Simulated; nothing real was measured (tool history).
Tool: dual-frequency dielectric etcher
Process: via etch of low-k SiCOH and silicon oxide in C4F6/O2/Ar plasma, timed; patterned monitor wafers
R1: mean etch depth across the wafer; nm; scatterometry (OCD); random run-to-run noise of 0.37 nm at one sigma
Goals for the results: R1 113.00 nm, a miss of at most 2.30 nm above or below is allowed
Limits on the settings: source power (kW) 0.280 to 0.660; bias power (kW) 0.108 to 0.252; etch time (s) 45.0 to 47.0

{"run": 1, "hour": 0.0, "source power (kW)": 0.47, "bias power (kW)": 0.18, "etch time (s)": 45.0, "R1": 122.6}
{"run": 2, "hour": 0.9, "source power (kW)": 0.45, "bias power (kW)": 0.179, "etch time (s)": 45.0, "R1": 119.14}
{"run": 3, "hour": 2.9, "source power (kW)": 0.5, "bias power (kW)": 0.179, "etch time (s)": 45.0, "R1": 126.0}
{"run": 4, "hour": 3.5, "source power (kW)": 0.55, "bias power (kW)": 0.179, "etch time (s)": 45.0, "R1": 134.23}
{"run": 5, "hour": 10.0, "source power (kW)": 0.52, "bias power (kW)": 0.177, "etch time (s)": 45.0, "R1": 129.49}
{"run": 6, "hour": 18.8, "source power (kW)": 0.59, "bias power (kW)": 0.177, "etch time (s)": 45.0, "R1": 138.33}
{"run": 7, "hour": 27.5, "source power (kW)": 0.49, "bias power (kW)": 0.16, "etch time (s)": 45.0, "R1": 121.6}
{"run": 8, "hour": 30.3, "source power (kW)": 0.48, "bias power (kW)": 0.159, "etch time (s)": 45.0, "R1": 119.69}
{"run": 9, "hour": 38.8, "source power (kW)": 0.47, "bias power (kW)": 0.158, "etch time (s)": 45.0, "R1": 117.58}
{"run": 10, "hour": 40.5, "source power (kW)": 0.46, "bias power (kW)": 0.158, "etch time (s)": 45.0, "R1": 116.76}

Consider the 5 candidate settings below. Which is the only one whose results all fall within their allowed miss of target?
{"run": "A", "hour": 42.2, "source power (kW)": 0.39, "bias power (kW)": 0.157, "etch time (s)": 46.0, "R1": "?"}
{"run": "B", "hour": 42.2, "source power (kW)": 0.45, "bias power (kW)": 0.142, "etch time (s)": 45.5, "R1": "?"}
{"run": "C", "hour": 42.2, "source power (kW)": 0.48, "bias power (kW)": 0.138, "etch time (s)": 46.0, "R1": "?"}
{"run": "D", "hour": 42.2, "source power (kW)": 0.45, "bias power (kW)": 0.155, "etch time (s)": 46.0, "R1": "?"}
{"run": "E", "hour": 42.2, "source power (kW)": 0.52, "bias power (kW)": 0.134, "etch time (s)": 45.0, "R1": "?"}

move=A R1=107.23
move=B R1=113.18
move=C R1=118.12
move=D R1=117.02
move=E R1=120.21
A: the result that was furthest off in the last run now lies on the other side of its target
B: every result lands within tolerance
C: lands further from the targets than the last run did
D: lands further from the targets than the last run did
E: lands further from the targets than the last run did
So the answer is move B, the one that meets all the targets.
